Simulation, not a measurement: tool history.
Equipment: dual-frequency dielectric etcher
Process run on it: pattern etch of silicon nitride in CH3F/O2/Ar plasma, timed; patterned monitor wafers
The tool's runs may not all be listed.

| run | hour | source power (kW) | bias power (kW) | etch time (s) | mean etch depth across the wafer (Å) |
|---|---|---|---|---|---|
| 1 | 0 | 0.32 | 0.092 | 48.5 | 375.47 |
| 2 | 2 | 0.28 | 0.084 | 48.5 | 342.06 |
| 3 | 8.7 | 0.28 | 0.096 | 48.5 | 368.53 |
| 4 | 16.8 | 0.25 | 0.088 | 48.5 | 337.66 |
|  | 22.2 | wet clean of the chamber |
| 5 | 22.2 | 0.25 | 0.088 | 50.5 | 344.56 |
| 6 | 25.1 | 0.23 | 0.084 | 50.5 | 325.32 |
| 7 | 27.5 | 0.22 | 0.082 | 50.5 | 314.74 |
| 8 | 33.2 | 0.21 | 0.081 | 50.5 | 306.93 |

What does the tool deliver on the next run?
| 9 | 37.1 | 0.2 | 0.081 | 50.5 | ? |

mean etch depth across the wafer (Å): 302.4
